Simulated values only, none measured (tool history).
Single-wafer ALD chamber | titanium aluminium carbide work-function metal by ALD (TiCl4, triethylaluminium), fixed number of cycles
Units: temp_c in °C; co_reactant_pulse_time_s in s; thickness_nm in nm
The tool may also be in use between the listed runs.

{"run": 1, "hour": 0.0, "temp_c": 280, "co_reactant_pulse_time_s": 10.62, "thickness_nm": 1.6569}
{"run": 2, "hour": 2.6, "temp_c": 290, "co_reactant_pulse_time_s": 10.62, "thickness_nm": 1.7405}
{"run": 3, "hour": 4.4, "temp_c": 284, "co_reactant_pulse_time_s": 9.44, "thickness_nm": 1.5952}
{"run": 4, "hour": 11.7, "temp_c": 279, "co_reactant_pulse_time_s": 9.44, "thickness_nm": 1.5462}
{"run": 5, "hour": 19.8, "temp_c": 275, "co_reactant_pulse_time_s": 8.46, "thickness_nm": 1.4228}
{"run": 6, "hour": 23.0, "temp_c": 271, "co_reactant_pulse_time_s": 8.46, "thickness_nm": 1.3828}
{"run": 7, "hour": 30.7, "temp_c": 259, "co_reactant_pulse_time_s": 5.06, "thickness_nm": 0.61447}
{"run": 8, "hour": 38.0, "temp_c": 262, "co_reactant_pulse_time_s": 5.08, "thickness_nm": 0.63448}
{"run": 9, "hour": 43.6, "temp_c": 274, "co_reactant_pulse_time_s": 8.48, "thickness_nm": 1.4024}
{"run": 10, "hour": 52.3, "temp_c": 272, "co_reactant_pulse_time_s": 8.15, "thickness_nm": 1.3473}
{"run": 11, "hour": 55.7, "temp_c": 272, "co_reactant_pulse_time_s": 7.85, "thickness_nm": 1.3114}
{"run": 12, "hour": 58.1, "temp_c": 270, "co_reactant_pulse_time_s": 7.68, "thickness_nm": 1.2711}
{"run": 13, "hour": 63.1, "temp_c": 270, "co_reactant_pulse_time_s": 7.45, "thickness_nm": 1.2372}
{"run": 14, "hour": 66.1, "temp_c": 270, "co_reactant_pulse_time_s": 7.45, "thickness_nm": 1.2318}
{"run": 15, "hour": 68.1, "temp_c": 258, "co_reactant_pulse_time_s": 4.05, "thickness_nm": 0.23913}
{"run": 16, "hour": 76.2, "temp_c": 265, "co_reactant_pulse_time_s": 4.5, "thickness_nm": 0.43677}
{"run": 17, "hour": 84.8, "temp_c": 265, "co_reactant_pulse_time_s": 4.99, "thickness_nm": 0.61622}

Forecast run 18:
{"run": 18, "hour": 87.9, "temp_c": 268, "co_reactant_pulse_time_s": 5, "thickness_nm": "?"}

{"run 18": {"thickness_nm": 0.63026}}
